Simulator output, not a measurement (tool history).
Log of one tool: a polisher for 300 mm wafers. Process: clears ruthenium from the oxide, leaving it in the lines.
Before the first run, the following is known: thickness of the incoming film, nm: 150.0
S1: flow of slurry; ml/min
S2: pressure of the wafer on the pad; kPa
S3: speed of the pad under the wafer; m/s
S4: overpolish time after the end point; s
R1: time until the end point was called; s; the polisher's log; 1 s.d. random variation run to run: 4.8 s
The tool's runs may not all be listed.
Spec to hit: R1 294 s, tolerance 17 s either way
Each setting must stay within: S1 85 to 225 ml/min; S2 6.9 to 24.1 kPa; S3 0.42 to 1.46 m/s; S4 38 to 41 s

run 1 hour=0 | S1=145 S2=15.2 S3=0.94 S4=38 | R1=160.62
run 2 hour=5.9 | S1=145 S2=13.8 S3=0.94 S4=38 | R1=176.15
run 3 hour=13.8 | S1=165 S2=13.8 S3=0.94 S4=38 | R1=169.68
run 4 hour=16.4 | S1=165 S2=12.4 S3=0.92 S4=38 | R1=195.22
run 5 hour=21.6 | S1=165 S2=14.5 S3=0.92 S4=38 | R1=163.14
run 6 hour=25.6 | S1=130 S2=14.5 S3=0.92 S4=38 | R1=165.76
run 7 hour=28.5 | S1=130 S2=13.1 S3=0.9 S4=38 | R1=192.27
run 8 hour=32 | S1=130 S2=12.4 S3=0.9 S4=38 | R1=193.53
run 9 hour=39.8 | S1=130 S2=12.4 S3=0.9 S4=38 | R1=202.01
run 10 hour=46.6 | S1=130 S2=11.7 S3=0.9 S4=38 | R1=209.01
run 11 hour=51.6 | S1=130 S2=11 S3=0.9 S4=38 | R1=221.44
run 12 hour=54.4 | S1=130 S2=10.3 S3=0.9 S4=38 | R1=242.49
run 13 hour=58.3 | S1=130 S2=10.3 S3=0.9 S4=38 | R1=243.13
run 14 hour=60.5 | S1=130 S2=7.6 S3=0.88 S4=38 | R1=335.55
run 15 hour=67.3 | S1=130 S2=7.6 S3=0.88 S4=38 | R1=330.6
run 16 hour=74.5 | S1=135 S2=9.7 S3=0.9 S4=38 | R1=258.93
run 17 hour=80.5 | S1=135 S2=9 S3=0.9 S4=38 | R1=271.71

Consider the 5 candidate settings below. Which is the only one whose results all fall within their allowed miss of target?
run A hour=86.5 | S1=135 S2=9 S3=0.98 S4=38 | R1=?
run B hour=86.5 | S1=145 S2=10.3 S3=1 S4=41 | R1=?
run C hour=86.5 | S1=110 S2=10.3 S3=0.98 S4=38 | R1=?
run D hour=86.5 | S1=125 S2=9.7 S3=0.88 S4=41 | R1=?
run E hour=86.5 | S1=85 S2=9 S3=0.92 S4=41 | R1=?

move=A R1=249.66
move=B R1=211.99
move=C R1=224.12
move=D R1=258.02
move=E R1=281.93
A: lands further from the targets than the last run did
B: lands further from the targets than the last run did
C: lands further from the targets than the last run did
D: lands further from the targets than the last run did
E: every result lands within tolerance
E is the move that brings every result within its allowed miss.
